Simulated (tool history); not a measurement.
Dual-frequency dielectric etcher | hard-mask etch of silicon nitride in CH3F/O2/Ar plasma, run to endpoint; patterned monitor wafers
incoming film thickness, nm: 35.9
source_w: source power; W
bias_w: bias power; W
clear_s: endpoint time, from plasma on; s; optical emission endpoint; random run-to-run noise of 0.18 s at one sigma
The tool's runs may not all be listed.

run 1 hour=0.0 | source_w=540 bias_w=64 | clear_s=49.122
run 2 hour=4.8 | source_w=540 bias_w=53 | clear_s=51.964
run 3 hour=6.5 | source_w=640 bias_w=53 | clear_s=47.713
run 4 hour=11.5 | source_w=680 bias_w=54 | clear_s=46.363
run 5 hour=16.5 | source_w=680 bias_w=46 | clear_s=48.644
run 6 hour=23.5 | source_w=610 bias_w=46 | clear_s=51.072
run 7 hour=32.3 | source_w=660 bias_w=50 | clear_s=48.143
run 8 hour=40.2 | source_w=690 bias_w=53 | clear_s=46.517
run 9 hour=45.8 | source_w=690 bias_w=53 | clear_s=45.809
run 10 hour=50.3 | source_w=710 bias_w=54 | clear_s=45.537

Estimate the outcome of run 11 from the log above:
run 11 hour=54.1 | source_w=730 bias_w=56 | clear_s=?

{"run 11": {"clear_s": 44.08}}

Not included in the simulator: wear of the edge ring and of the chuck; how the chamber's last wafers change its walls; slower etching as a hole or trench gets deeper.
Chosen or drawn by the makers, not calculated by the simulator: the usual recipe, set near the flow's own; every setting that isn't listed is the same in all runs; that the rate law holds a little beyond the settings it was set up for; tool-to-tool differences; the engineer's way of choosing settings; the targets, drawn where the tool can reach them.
